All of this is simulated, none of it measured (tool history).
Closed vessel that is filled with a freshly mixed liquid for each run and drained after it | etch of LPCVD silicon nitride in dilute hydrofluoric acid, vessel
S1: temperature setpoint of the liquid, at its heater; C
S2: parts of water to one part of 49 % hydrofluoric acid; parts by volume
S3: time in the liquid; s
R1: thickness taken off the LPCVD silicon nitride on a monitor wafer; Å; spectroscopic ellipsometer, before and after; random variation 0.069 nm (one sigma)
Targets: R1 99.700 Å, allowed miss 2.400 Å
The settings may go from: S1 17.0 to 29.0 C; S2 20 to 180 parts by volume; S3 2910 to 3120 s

{"run": 1, "hour": 0.0, "S1": 21.0, "S2": 100, "S3": 2910, "R1": 115.07}
{"run": 2, "hour": 4.3, "S1": 21.0, "S2": 80, "S3": 2910, "R1": 144.27}
{"run": 3, "hour": 10.8, "S1": 21.0, "S2": 60, "S3": 2910, "R1": 189.71}
{"run": 4, "hour": 14.0, "S1": 20.5, "S2": 65, "S3": 2910, "R1": 169.71}
{"run": 5, "hour": 17.6, "S1": 20.5, "S2": 45, "S3": 2910, "R1": 243.49}
{"run": 6, "hour": 26.3, "S1": 20.0, "S2": 55, "S3": 2910, "R1": 193.69}
{"run": 7, "hour": 30.0, "S1": 19.5, "S2": 60, "S3": 2910, "R1": 170.55}
{"run": 8, "hour": 38.6, "S1": 19.0, "S2": 65, "S3": 2910, "R1": 152.53}
{"run": 9, "hour": 46.3, "S1": 17.0, "S2": 95, "S3": 2910, "R1": 92.311}
{"run": 10, "hour": 48.7, "S1": 17.5, "S2": 95, "S3": 2910, "R1": 94.847}

4 next moves are on the table. One of them brings every result within its allowed miss. Which?
{"run": "A", "hour": 51.1, "S1": 17.5, "S2": 100, "S3": 3040, "R1": "?"}
{"run": "B", "hour": 51.1, "S1": 17.0, "S2": 110, "S3": 3120, "R1": "?"}
{"run": "C", "hour": 51.1, "S1": 19.0, "S2": 100, "S3": 2915, "R1": "?"}
{"run": "D", "hour": 51.1, "S1": 17.0, "S2": 85, "S3": 2960, "R1": "?"}

move=A R1=94.304
move=B R1=85.238
move=C R1=100.300
move=D R1=103.800
A: further off than the last run
B: further off than the last run
C: meets every target
D: takes the result that was furthest off past its target
The right move is C.
